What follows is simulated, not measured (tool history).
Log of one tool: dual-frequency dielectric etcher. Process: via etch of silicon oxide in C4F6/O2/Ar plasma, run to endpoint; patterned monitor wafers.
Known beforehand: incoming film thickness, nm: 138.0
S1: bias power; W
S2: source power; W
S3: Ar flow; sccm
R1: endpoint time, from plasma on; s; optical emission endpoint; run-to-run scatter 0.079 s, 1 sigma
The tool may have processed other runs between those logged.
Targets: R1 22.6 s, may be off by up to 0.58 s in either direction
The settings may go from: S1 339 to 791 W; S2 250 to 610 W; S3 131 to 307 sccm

run,day,S1,S2,S3,R1
1,0,565,430,219,26.655
2,0.25,565,400,219,27.08
3,0.542,565,400,246,27.55
4,0.812,565,400,219,27.127
5,0.95,583,410,218,26.531
6,1.062,583,410,200,26.413
7,1.367,600,420,199,25.826
8,1.533,713,460,194,23.281

Pick the move, out of 4, that brings all results within their allowed miss; only one does.
A,1.7,578,540,169,?
B,1.7,783,550,209,?
C,1.7,699,490,166,?
D,1.7,673,430,159,?

move,R1
A,23.824
B,21.202
C,22.634
D,23.899
A: its largest miss is bigger than the last run's
B: the result that was furthest off in the last run now lies on the other side of its target
C: every result within its allowed miss
D: its largest miss is bigger than the last run's
C meets every target.
